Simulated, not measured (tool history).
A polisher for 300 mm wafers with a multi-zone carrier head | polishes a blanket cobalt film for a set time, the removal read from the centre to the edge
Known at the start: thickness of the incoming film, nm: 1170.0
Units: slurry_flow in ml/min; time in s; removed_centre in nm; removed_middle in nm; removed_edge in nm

run  hour  slurry_flow  centre_zone  middle_zone  edge_zone  time  removed_centre  removed_middle  removed_edge
  1     0          280            1            1          1    48          361.93          363.21        369.82
  2   8.6          280            1            1       1.03    48          366.68          357.19        371.17
  3  12.6          290         1.01         1.03       1.05    50          382.77          398.67        389.99
  4  15.6          335         1.01         1.03       1.05    50          390.43           391.3        395.19
  5  19.4          335         1.01         1.03       1.08    50          381.35          394.23        399.41
  6  21.2          340         1.04         1.04       1.09    51          413.31          409.75        409.95

The next listed run, before its measurement:
  7  26.4          345         1.05         1.05       1.11    52               ?               ?             ?

Run 7 gave removed_centre 418.34 nm, removed_middle 425.98 nm, removed_edge 425.58 nm.
